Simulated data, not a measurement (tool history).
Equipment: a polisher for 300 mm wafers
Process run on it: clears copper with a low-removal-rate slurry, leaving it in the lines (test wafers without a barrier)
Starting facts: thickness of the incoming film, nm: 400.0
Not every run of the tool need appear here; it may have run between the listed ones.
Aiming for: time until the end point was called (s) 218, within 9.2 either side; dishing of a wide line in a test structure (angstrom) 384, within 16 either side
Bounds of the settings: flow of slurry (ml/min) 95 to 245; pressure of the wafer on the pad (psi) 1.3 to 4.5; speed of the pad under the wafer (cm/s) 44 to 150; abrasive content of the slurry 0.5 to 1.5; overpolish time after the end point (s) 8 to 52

run,hour,flow of slurry (ml/min),pressure of the wafer on the pad (psi),speed of the pad under the wafer (cm/s),abrasive content of the slurry,overpolish time after the end point (s),time until the end point was called (s),dishing of a wide line in a test structure (angstrom)
1,0,155,2.9,96,1,26,169.6,427.27
2,2,155,2.9,96,1,22,174.45,364.99
3,8.6,175,2.9,96,1,22,165.56,373.18
4,13.6,145,2.9,96,1,22,171.86,367.58
5,17.3,145,2.9,114,1,22,147.14,427.71
6,18.2,145,3.5,114,1,22,132.09,470.19
7,22.7,140,3,112,1,24,147.44,450.49
8,24,135,2.6,110,1,25,162.74,425.02
9,25.2,130,2.3,110,1,26,177.17,414.8

Of the 5 settings listed for the next run, only one would bring every result within its allowed miss of target. Which one?
A,26.4,125,2.1,82,1,33,?,?
B,26.4,125,1.4,104,0.8,38,?,?
C,26.4,95,2.4,84,1.35,30,?,?
D,26.4,120,1.9,84,1.1,37,?,?
E,26.4,140,1.8,86,1.15,33,?,?

move,time until the end point was called (s),dishing of a wide line in a test structure (angstrom)
A,252.83,388.51
B,254.85,429.88
C,223.31,399.98
D,255.94,422.9
E,249.42,391.3
A: pushes the last run's worst result past its target
B: pushes the last run's worst result past its target
C: every result within its allowed miss
D: pushes the last run's worst result past its target
E: pushes the last run's worst result past its target
Correct choice: C, which meets every target
